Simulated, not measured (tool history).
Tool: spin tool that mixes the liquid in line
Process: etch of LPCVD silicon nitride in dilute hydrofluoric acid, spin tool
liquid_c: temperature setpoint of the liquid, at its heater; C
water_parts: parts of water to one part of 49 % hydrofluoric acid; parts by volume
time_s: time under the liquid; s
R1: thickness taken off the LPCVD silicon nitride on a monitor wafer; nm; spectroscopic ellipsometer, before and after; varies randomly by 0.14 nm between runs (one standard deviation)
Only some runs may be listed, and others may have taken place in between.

Run 1, day 0.000: liquid_c 22.0 C, water_parts 50 parts by volume, time_s 305 s. Result: R1 2.5756 nm.
Run 2, day 0.238: liquid_c 24.0 C, water_parts 45 parts by volume, time_s 310 s. Result: R1 3.3079 nm.
Run 3, day 0.371: liquid_c 25.5 C, water_parts 40 parts by volume, time_s 310 s. Result: R1 4.1035 nm.
Run 4, day 0.642: liquid_c 26.5 C, water_parts 35 parts by volume, time_s 310 s. Result: R1 4.8922 nm.
Run 5, day 0.867: liquid_c 27.5 C, water_parts 35 parts by volume, time_s 310 s. Result: R1 5.3850 nm.
Run 6, day 1.000: liquid_c 27.5 C, water_parts 35 parts by volume, time_s 305 s. Result: R1 5.3112 nm.
Run 7, day 1.038: liquid_c 27.5 C, water_parts 35 parts by volume, time_s 305 s. Result: R1 5.1698 nm.

The next listed run, before its measurement:
Run 8, day 1.367: liquid_c 30.0 C, water_parts 30 parts by volume, time_s 305 s. Result: R1 ?.

{"run 8": {"R1": 7.3469}}
